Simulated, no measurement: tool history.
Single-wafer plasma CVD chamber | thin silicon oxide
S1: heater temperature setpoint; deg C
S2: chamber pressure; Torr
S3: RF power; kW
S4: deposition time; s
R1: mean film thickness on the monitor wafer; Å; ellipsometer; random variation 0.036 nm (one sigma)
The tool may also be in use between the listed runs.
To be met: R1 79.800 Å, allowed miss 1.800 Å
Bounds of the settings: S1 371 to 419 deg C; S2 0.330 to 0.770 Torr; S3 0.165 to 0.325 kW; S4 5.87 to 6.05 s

Run 1, hour 0.0: S1 395 deg C, S2 0.550 Torr, S3 0.245 kW, S4 5.87 s. Result: R1 70.131 Å.
Run 2, hour 5.3: S1 395 deg C, S2 0.550 Torr, S3 0.245 kW, S4 6.05 s. Result: R1 72.069 Å.
Run 3, hour 6.7: S1 395 deg C, S2 0.567 Torr, S3 0.245 kW, S4 6.05 s. Result: R1 73.799 Å.
Run 4, hour 13.5: S1 395 deg C, S2 0.506 Torr, S3 0.245 kW, S4 6.05 s. Result: R1 66.250 Å.
Run 5, hour 21.7: S1 395 deg C, S2 0.506 Torr, S3 0.235 kW, S4 6.05 s. Result: R1 65.452 Å.
Run 6, hour 27.9: S1 395 deg C, S2 0.450 Torr, S3 0.235 kW, S4 6.05 s. Result: R1 57.955 Å.
Run 7, hour 31.2: S1 395 deg C, S2 0.560 Torr, S3 0.240 kW, S4 6.05 s. Result: R1 72.482 Å.
Run 8, hour 32.3: S1 395 deg C, S2 0.577 Torr, S3 0.240 kW, S4 6.05 s. Result: R1 74.250 Å.
Run 9, hour 34.6: S1 395 deg C, S2 0.591 Torr, S3 0.240 kW, S4 6.05 s. Result: R1 75.724 Å.
Run 10, hour 36.3: S1 395 deg C, S2 0.601 Torr, S3 0.240 kW, S4 6.05 s. Result: R1 77.863 Å.

5 next moves are on the table. One of them brings every result within its allowed miss. Which?
Run A, hour 38.0: S1 393 deg C, S2 0.627 Torr, S3 0.210 kW, S4 6.05 s. Result: R1 ?.
Run B, hour 38.0: S1 381 deg C, S2 0.704 Torr, S3 0.210 kW, S4 6.05 s. Result: R1 ?.
Run C, hour 38.0: S1 394 deg C, S2 0.650 Torr, S3 0.205 kW, S4 5.87 s. Result: R1 ?.
Run D, hour 38.0: S1 391 deg C, S2 0.597 Torr, S3 0.275 kW, S4 6.05 s. Result: R1 ?.
Run E, hour 38.0: S1 380 deg C, S2 0.621 Torr, S3 0.250 kW, S4 5.92 s. Result: R1 ?.

move      R1
   A  75.372
   B  84.795
   C  74.649
   D  82.338
   E  80.485
A: further off than the last run
B: takes the result that was furthest off past its target
C: further off than the last run
D: takes the result that was furthest off past its target
E: meets every target
The right move is E.
